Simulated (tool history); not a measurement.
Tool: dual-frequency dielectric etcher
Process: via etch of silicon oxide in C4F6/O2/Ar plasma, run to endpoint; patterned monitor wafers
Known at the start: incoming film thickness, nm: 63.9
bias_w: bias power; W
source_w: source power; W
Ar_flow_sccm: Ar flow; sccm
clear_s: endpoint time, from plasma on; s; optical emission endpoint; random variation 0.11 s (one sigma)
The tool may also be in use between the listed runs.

| run | hour | bias_w | source_w | Ar_flow_sccm | clear_s |
|---|---|---|---|---|---|
| 1 | 0 | 392 | 350 | 325 | 15.139 |
| 2 | 5.9 | 353 | 350 | 325 | 15.925 |
| 3 | 6.7 | 341 | 340 | 326 | 16.175 |
| 4 | 8.6 | 341 | 370 | 326 | 15.902 |
| 5 | 15 | 329 | 360 | 329 | 16.081 |
| 6 | 16 | 329 | 300 | 329 | 16.987 |
| 7 | 24.4 | 320 | 300 | 330 | 17.13 |

Run 8 comes next. What will it give?
| 8 | 32.8 | 311 | 300 | 331 | ? |

{"run 8": {"clear_s": 17.321}}
